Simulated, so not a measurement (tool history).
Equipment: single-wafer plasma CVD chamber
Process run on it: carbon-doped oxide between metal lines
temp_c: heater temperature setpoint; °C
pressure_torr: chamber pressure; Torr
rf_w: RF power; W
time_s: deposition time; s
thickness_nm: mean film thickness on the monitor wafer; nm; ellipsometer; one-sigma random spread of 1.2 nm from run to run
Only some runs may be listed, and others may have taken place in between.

run	day	temp_c	pressure_torr	rf_w	time_s	thickness_nm
1	0	335	3.69	545	36.4	191.18
2	0.3	333	3.79	550	36.4	194.87
3	0.342	331	3.87	555	36.4	196.84
4	0.396	329	3.94	560	36.4	203.07
5	0.65	329	3.62	560	36.4	200.3
6	0.883	328	3.65	560	36.4	200.29
7	1.017	327	3.69	560	36.4	198.94

The next listed run, before its measurement:
8	1.083	327	3.78	565	36.4	?

Run 8 yielded thickness_nm 202.51 nm.
